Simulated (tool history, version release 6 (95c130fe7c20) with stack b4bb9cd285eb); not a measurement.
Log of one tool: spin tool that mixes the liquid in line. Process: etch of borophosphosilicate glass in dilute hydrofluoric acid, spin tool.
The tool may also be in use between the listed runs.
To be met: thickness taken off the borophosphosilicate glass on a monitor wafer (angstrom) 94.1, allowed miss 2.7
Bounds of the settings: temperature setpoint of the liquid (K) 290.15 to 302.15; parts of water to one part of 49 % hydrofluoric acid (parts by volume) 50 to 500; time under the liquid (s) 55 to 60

run	hour	temperature setpoint of the liquid (K)	parts of water to one part of 49 % hydrofluoric acid (parts by volume)	time under the liquid (s)	thickness taken off the borophosphosilicate glass on a monitor wafer (angstrom)
1	0	294.15	275	55	137.2
2	2.9	293.15	290	55	122.25
3	4.6	292.15	300	55	116.07
4	11	292.15	300	55	114.97
5	17.2	291.65	310	55	108.57
6	18.6	291.65	235	55	152.31
7	25.3	291.15	265	55	129.16
8	30.1	290.65	285	55	116.05

Which of these 4 next moves meets every target?
A	34.9	290.65	325	55	?
B	34.9	290.15	330	55	?
C	34.9	290.15	310	55	?
D	34.9	291.15	330	55	?

move	thickness taken off the borophosphosilicate glass on a monitor wafer (angstrom)
A	99.341
B	95.637
C	103.49
D	99.25
A: nearer than the last run, and not there yet
B: meets every target
C: nearer than the last run, and not there yet
D: nearer than the last run, and not there yet
The right move is B.

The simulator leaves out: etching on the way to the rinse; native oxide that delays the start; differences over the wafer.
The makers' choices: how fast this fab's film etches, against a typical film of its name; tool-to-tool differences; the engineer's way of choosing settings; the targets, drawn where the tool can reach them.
